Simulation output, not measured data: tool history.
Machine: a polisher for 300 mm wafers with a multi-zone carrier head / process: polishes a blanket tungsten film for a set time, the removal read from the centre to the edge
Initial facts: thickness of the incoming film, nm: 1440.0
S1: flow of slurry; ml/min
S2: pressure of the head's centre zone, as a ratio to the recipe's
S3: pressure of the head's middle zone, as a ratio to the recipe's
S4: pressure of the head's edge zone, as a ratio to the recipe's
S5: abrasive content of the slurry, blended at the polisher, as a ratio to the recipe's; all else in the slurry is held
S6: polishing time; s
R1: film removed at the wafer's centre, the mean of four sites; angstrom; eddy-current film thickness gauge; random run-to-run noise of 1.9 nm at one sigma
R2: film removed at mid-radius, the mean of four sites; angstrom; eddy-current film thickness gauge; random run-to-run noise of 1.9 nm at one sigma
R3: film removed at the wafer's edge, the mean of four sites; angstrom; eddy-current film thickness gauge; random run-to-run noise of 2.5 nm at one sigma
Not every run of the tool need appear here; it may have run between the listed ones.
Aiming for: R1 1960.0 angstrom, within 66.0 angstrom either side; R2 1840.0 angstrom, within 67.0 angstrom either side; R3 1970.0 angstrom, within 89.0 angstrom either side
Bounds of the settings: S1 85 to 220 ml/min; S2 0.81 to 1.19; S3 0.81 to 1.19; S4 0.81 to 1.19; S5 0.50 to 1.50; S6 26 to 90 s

Run 1, hour 0.0: S1 140 ml/min, S2 1.00, S3 1.00, S4 1.00, S5 1.00, S6 58 s. Result: R1 3910.5 angstrom, R2 3791.7 angstrom, R3 3792.9 angstrom.
Run 2, hour 8.6: S1 135 ml/min, S2 0.99, S3 0.98, S4 0.98, S5 0.90, S6 53 s. Result: R1 3428.5 angstrom, R2 3272.7 angstrom, R3 3355.7 angstrom.
Run 3, hour 12.7: S1 135 ml/min, S2 0.99, S3 0.98, S4 0.98, S5 0.90, S6 46 s. Result: R1 2978.5 angstrom, R2 2876.0 angstrom, R3 2881.4 angstrom.
Run 4, hour 15.7: S1 135 ml/min, S2 0.99, S3 0.98, S4 1.02, S5 0.90, S6 46 s. Result: R1 2991.7 angstrom, R2 2844.8 angstrom, R3 2999.0 angstrom.
Run 5, hour 23.0: S1 135 ml/min, S2 0.99, S3 0.98, S4 1.02, S5 0.90, S6 53 s. Result: R1 3418.2 angstrom, R2 3330.6 angstrom, R3 3413.3 angstrom.
Run 6, hour 24.5: S1 130 ml/min, S2 0.98, S3 0.96, S4 0.99, S5 0.80, S6 49 s. Result: R1 3028.7 angstrom, R2 2876.3 angstrom, R3 3074.7 angstrom.
Run 7, hour 27.0: S1 130 ml/min, S2 0.98, S3 0.96, S4 0.99, S5 0.80, S6 49 s. Result: R1 2968.7 angstrom, R2 2908.8 angstrom, R3 3026.1 angstrom.
Run 8, hour 29.1: S1 130 ml/min, S2 0.98, S3 0.94, S4 0.97, S5 0.75, S6 46 s. Result: R1 2812.2 angstrom, R2 2686.5 angstrom, R3 2671.8 angstrom.
Run 9, hour 35.8: S1 125 ml/min, S2 0.97, S3 0.92, S4 0.97, S5 0.70, S6 44 s. Result: R1 2594.7 angstrom, R2 2417.6 angstrom, R3 2559.5 angstrom.
Run 10, hour 40.0: S1 120 ml/min, S2 0.95, S3 0.90, S4 0.95, S5 0.65, S6 43 s. Result: R1 2413.2 angstrom, R2 2285.0 angstrom, R3 2453.9 angstrom.
Run 11, hour 44.7: S1 120 ml/min, S2 0.94, S3 0.89, S4 0.93, S5 0.60, S6 42 s. Result: R1 2297.6 angstrom, R2 2127.5 angstrom, R3 2307.2 angstrom.
Run 12, hour 52.5: S1 120 ml/min, S2 0.94, S3 0.89, S4 0.93, S5 0.60, S6 42 s. Result: R1 2302.3 angstrom, R2 2104.0 angstrom, R3 2353.9 angstrom.
Run 13, hour 60.0: S1 120 ml/min, S2 0.94, S3 0.90, S4 0.91, S5 0.60, S6 41 s. Result: R1 2251.8 angstrom, R2 2118.9 angstrom, R3 2239.2 angstrom.

Which of these 4 next moves meets every target?
Run A, hour 67.5: S1 135 ml/min, S2 1.05, S3 1.18, S4 0.81, S5 0.50, S6 41 s. Result: R1 ?, R2 ?, R3 ?.
Run B, hour 67.5: S1 145 ml/min, S2 0.88, S3 0.86, S4 0.83, S5 0.50, S6 38 s. Result: R1 ?, R2 ?, R3 ?.
Run C, hour 67.5: S1 140 ml/min, S2 1.13, S3 0.84, S4 0.81, S5 0.65, S6 39 s. Result: R1 ?, R2 ?, R3 ?.
Run D, hour 67.5: S1 130 ml/min, S2 0.93, S3 0.97, S4 0.91, S5 0.60, S6 33 s. Result: R1 ?, R2 ?, R3 ?.

move      R1      R2      R3
   A  2444.5  2557.9  2065.8
   B  2014.5  1838.7  1956.6
   C  2628.5  1955.8  2110.0
   D  1860.7  1806.8  1806.6
A: lands further from the targets than the last run did
B: all results land within tolerance of their targets
C: lands further from the targets than the last run did
D: pushes the last run's worst result past its target
So the answer is move B, the one that meets all the targets.
